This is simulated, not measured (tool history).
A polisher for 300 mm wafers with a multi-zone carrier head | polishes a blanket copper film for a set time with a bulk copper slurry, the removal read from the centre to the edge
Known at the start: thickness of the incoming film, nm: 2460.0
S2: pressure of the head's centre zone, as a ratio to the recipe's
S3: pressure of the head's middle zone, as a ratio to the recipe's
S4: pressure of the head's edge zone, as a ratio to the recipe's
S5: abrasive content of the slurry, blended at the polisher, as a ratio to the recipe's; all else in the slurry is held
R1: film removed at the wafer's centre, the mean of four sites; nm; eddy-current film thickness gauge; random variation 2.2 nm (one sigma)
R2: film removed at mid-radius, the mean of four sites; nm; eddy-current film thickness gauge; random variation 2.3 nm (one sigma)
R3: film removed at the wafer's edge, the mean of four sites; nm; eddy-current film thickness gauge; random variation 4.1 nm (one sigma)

Run 1, day 0: flow of slurry (ml/min) 280, S2 1, S3 1, S4 1, S5 1, polishing time (s) 72. Result: R1 402.79 nm, R2 396.46 nm, R3 393.11 nm.
Run 2, day 0.217: flow of slurry (ml/min) 280, S2 1, S3 1, S4 1.04, S5 1, polishing time (s) 72. Result: R1 403.8 nm, R2 398.4 nm, R3 394.58 nm.
Run 3, day 0.512: flow of slurry (ml/min) 280, S2 1.06, S3 1, S4 1.04, S5 1, polishing time (s) 72. Result: R1 427.75 nm, R2 392.78 nm, R3 399.49 nm.
Run 4, day 0.708: flow of slurry (ml/min) 265, S2 1.04, S3 0.95, S4 1.04, S5 0.85, polishing time (s) 71. Result: R1 396.76 nm, R2 360.21 nm, R3 371.98 nm.
Run 5, day 0.908: flow of slurry (ml/min) 320, S2 1.04, S3 0.95, S4 1.04, S5 0.85, polishing time (s) 71. Result: R1 405.3 nm, R2 363.8 nm, R3 392.81 nm.
Run 6, day 1.217: flow of slurry (ml/min) 320, S2 1.04, S3 0.95, S4 1.08, S5 0.85, polishing time (s) 71. Result: R1 408.49 nm, R2 359.73 nm, R3 393.82 nm.

Run 7 comes next. What will it give?
Run 7, day 1.333: flow of slurry (ml/min) 305, S2 1.02, S3 0.91, S4 1.08, S5 0.75, polishing time (s) 70. Result: R1 ?, R2 ?, R3 ?.

Run 7 gave R1 382.02 nm, R2 333.34 nm, R3 370.63 nm.

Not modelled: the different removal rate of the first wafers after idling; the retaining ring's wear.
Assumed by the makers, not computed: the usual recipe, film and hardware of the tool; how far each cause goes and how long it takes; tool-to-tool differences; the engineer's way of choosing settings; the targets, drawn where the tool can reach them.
